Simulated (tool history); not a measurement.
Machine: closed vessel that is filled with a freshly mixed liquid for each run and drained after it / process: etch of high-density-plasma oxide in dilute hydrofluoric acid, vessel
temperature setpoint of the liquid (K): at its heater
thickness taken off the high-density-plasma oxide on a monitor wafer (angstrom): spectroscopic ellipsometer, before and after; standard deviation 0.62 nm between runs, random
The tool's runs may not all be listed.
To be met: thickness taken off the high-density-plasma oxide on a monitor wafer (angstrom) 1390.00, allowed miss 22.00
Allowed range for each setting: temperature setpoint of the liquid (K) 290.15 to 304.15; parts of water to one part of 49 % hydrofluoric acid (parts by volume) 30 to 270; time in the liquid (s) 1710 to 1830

run,hour,temperature setpoint of the liquid (K),parts of water to one part of 49 % hydrofluoric acid (parts by volume),time in the liquid (s),thickness taken off the high-density-plasma oxide on a monitor wafer (angstrom)
1,0.0,296.15,150,1710,806.74
2,5.0,297.65,145,1710,892.90
3,11.7,297.65,120,1710,1112.90
4,17.4,295.15,120,1710,1003.60
5,19.6,296.65,120,1710,1059.30
6,21.1,297.65,120,1710,1108.60
7,24.9,297.65,120,1710,1117.30
8,29.0,298.65,120,1710,1158.20
9,38.3,299.65,120,1710,1196.80
10,46.6,300.15,120,1710,1226.90
11,55.8,300.65,120,1710,1249.60
12,57.1,301.15,120,1710,1271.00
13,58.4,301.65,120,1710,1293.00
14,65.8,302.15,120,1710,1318.60

Pick the move, out of 5, that brings all results within their allowed miss; only one does.
A,73.2,299.15,110,1740,?
B,73.2,304.15,130,1830,?
C,73.2,304.15,130,1790,?
D,73.2,300.65,115,1725,?
E,73.2,301.15,115,1710,?

move,thickness taken off the high-density-plasma oxide on a monitor wafer (angstrom)
A,1321.00
B,1380.30
C,1350.10
D,1318.20
E,1331.60
A: no nearer and no further than the last run
B: every result lands within tolerance
C: closer than the last run, but not yet in spec
D: no nearer and no further than the last run
E: closer than the last run, but not yet in spec
So the answer is move B, the one that meets all the targets.
